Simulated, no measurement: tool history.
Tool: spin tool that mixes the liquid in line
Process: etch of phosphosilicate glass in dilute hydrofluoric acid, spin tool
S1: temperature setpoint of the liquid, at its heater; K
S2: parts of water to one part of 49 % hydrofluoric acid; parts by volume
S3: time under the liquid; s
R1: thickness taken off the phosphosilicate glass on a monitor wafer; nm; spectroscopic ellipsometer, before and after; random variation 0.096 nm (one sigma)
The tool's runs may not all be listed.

run,hour,S1,S2,S3,R1
1,0,295.15,110,15,9.4454
2,4.4,296.15,110,15,9.7394
3,7.3,296.15,80,15,13.978
4,11.4,296.15,80,15,14.163
5,13.3,296.15,80,15,14.355
# hour 14.7: thermometer replaced
6,14.7,295.15,80,15,12.93

The next listed run, before its measurement:
7,15.9,294.65,80,15,?

{"run 7": {"R1": 12.613}}
